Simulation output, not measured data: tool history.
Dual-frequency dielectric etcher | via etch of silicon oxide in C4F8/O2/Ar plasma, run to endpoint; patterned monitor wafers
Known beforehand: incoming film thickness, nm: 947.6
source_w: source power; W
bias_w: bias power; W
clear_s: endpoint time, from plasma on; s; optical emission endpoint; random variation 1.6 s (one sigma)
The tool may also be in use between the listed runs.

{"run": 1, "hour": 0.0, "source_w": 1380, "bias_w": 2163, "clear_s": 209.13}
{"run": 2, "hour": 2.9, "source_w": 1380, "bias_w": 2302, "clear_s": 205.42}
{"run": 3, "hour": 10.6, "source_w": 1380, "bias_w": 2552, "clear_s": 198.79}
{"run": 4, "hour": 11.6, "source_w": 1320, "bias_w": 2513, "clear_s": 203.32}
{"hour": 14.9, "done": "source power generator calibrated"}
{"run": 5, "hour": 14.9, "source_w": 1320, "bias_w": 2235, "clear_s": 215.21}
{"run": 6, "hour": 15.8, "source_w": 1320, "bias_w": 1946, "clear_s": 222.74}
{"run": 7, "hour": 23.4, "source_w": 1300, "bias_w": 1940, "clear_s": 224.66}

Run 8 comes next. What will it give?
{"run": 8, "hour": 28.2, "source_w": 1280, "bias_w": 1935, "clear_s": "?"}

{"run 8": {"clear_s": 223.95}}
